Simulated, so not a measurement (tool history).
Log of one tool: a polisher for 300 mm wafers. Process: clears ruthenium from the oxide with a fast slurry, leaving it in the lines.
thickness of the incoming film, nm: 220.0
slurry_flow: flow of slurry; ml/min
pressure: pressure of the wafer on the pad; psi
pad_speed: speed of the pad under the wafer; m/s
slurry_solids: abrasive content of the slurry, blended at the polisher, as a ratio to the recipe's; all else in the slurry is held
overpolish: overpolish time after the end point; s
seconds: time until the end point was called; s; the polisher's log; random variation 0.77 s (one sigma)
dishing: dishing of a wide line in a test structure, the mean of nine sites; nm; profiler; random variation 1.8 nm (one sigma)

run	hour	slurry_flow	pressure	pad_speed	slurry_solids	overpolish	seconds	dishing
1	0.0	135	2.4	1.08	1.0	21	61.557	57.712
2	6.9	135	2.4	1.08	0.9	21	65.450	55.815
3	13.5	135	2.4	1.32	0.9	21	53.737	65.493
4	16.1	135	2.4	1.44	0.9	21	51.428	72.220
5	20.0	135	2.4	1.24	0.9	21	57.612	63.566
6	22.4	135	2.4	1.04	0.9	21	68.421	55.199
7	25.6	135	2.6	1.06	0.9	21	60.621	60.876

Forecast run 8:
8	28.8	135	2.8	1.06	0.9	20	?	?

{"run 8": {"seconds": 57.939, "dishing": 58.522}}
